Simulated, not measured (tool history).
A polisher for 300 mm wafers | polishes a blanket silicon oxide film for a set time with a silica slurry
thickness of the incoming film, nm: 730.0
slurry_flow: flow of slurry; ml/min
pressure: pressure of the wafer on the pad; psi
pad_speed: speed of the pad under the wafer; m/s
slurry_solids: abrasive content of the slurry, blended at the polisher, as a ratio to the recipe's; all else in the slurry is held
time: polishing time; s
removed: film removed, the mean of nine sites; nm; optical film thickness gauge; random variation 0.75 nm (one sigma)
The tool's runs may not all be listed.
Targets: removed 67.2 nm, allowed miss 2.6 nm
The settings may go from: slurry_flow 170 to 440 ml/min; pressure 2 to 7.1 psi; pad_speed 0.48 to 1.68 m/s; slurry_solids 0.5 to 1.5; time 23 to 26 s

run	hour	slurry_flow	pressure	pad_speed	slurry_solids	time	removed
1	0	280	4.5	1.08	1	26	100.31
2	5.1	280	4.5	1.08	1.15	26	105.05
3	13.8	225	4.5	1.08	1.15	26	102.84
4	16.1	225	4	1.08	1.15	26	90.346
5	18.5	225	4	1.08	1.15	26	92.524
6	19.8	295	4	1.08	1.15	26	95.797
7	22.7	290	3.6	1.08	1.15	26	85.952
8	25.1	290	3.3	1.08	1.15	26	79.503
9	26	290	3.1	1.08	1.15	26	74.332
10	30.3	285	3	1.08	1.15	26	74.207
11	39.2	285	2.9	1.08	1.15	26	70.58
12	45.3	280	2.9	1.08	1.15	26	70.816
13	48.3	275	2.9	1.08	1.15	26	70.144
14	54	270	2.9	1.08	1.15	26	71.666

5 next moves are on the table. One of them brings every result within its allowed miss. Which?
A	59.7	235	3.5	0.96	1	26	?
B	59.7	265	3	1.1	1.15	26	?
C	59.7	290	2.9	1.22	1	26	?
D	59.7	340	2.8	1.24	1.35	26	?
E	59.7	265	3.1	0.92	1.15	26	?

move	removed
A	72.933
B	74.488
C	76.097
D	82.347
E	66.871
A: further off than the last run
B: further off than the last run
C: further off than the last run
D: further off than the last run
E: meets every target
Answer: E
